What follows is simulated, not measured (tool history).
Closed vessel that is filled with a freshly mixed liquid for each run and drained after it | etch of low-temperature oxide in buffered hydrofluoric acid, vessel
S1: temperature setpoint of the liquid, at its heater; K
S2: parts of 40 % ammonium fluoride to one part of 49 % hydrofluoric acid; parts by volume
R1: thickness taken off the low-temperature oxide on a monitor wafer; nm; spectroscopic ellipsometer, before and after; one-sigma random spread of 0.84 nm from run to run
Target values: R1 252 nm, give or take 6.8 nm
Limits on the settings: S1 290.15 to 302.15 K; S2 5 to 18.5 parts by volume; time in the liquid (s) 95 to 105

run 1 hour=0 | S1=294.15 S2=11.5 time_in_the_liquid_(s)=95 | R1=339.84
run 2 hour=0.9 | S1=294.15 S2=11.5 time_in_the_liquid_(s)=95 | R1=341.81
run 3 hour=2.4 | S1=294.15 S2=10 time_in_the_liquid_(s)=95 | R1=392.15
run 4 hour=8.6 | S1=294.15 S2=12.5 time_in_the_liquid_(s)=95 | R1=316.14
run 5 hour=13.8 | S1=294.15 S2=12.5 time_in_the_liquid_(s)=95 | R1=315.12
run 6 hour=17.5 | S1=293.65 S2=12.5 time_in_the_liquid_(s)=95 | R1=306.01
run 7 hour=26.5 | S1=293.65 S2=12.5 time_in_the_liquid_(s)=95 | R1=306.64
run 8 hour=30.8 | S1=293.15 S2=12.5 time_in_the_liquid_(s)=95 | R1=300.05
run 9 hour=33.5 | S1=292.65 S2=12.5 time_in_the_liquid_(s)=95 | R1=289.42
run 10 hour=38.8 | S1=291.15 S2=12.5 time_in_the_liquid_(s)=95 | R1=266.7
run 11 hour=46.8 | S1=290.65 S2=12.5 time_in_the_liquid_(s)=95 | R1=258.11

Of the 4 settings listed for the next run, only one would bring every result within its allowed miss of target. Which one?
run A hour=54.8 | S1=290.65 S2=12.5 time_in_the_liquid_(s)=100 | R1=?
run B hour=54.8 | S1=293.15 S2=14.5 time_in_the_liquid_(s)=100 | R1=?
run C hour=54.8 | S1=290.15 S2=12 time_in_the_liquid_(s)=100 | R1=?
run D hour=54.8 | S1=290.15 S2=12.5 time_in_the_liquid_(s)=95 | R1=?

move=A R1=272
move=B R1=270.81
move=C R1=275.13
move=D R1=251.13
A: the biggest miss grows against the last run
B: the biggest miss grows against the last run
C: the biggest miss grows against the last run
D: hits every target within its allowed miss
Correct choice: D, which meets every target
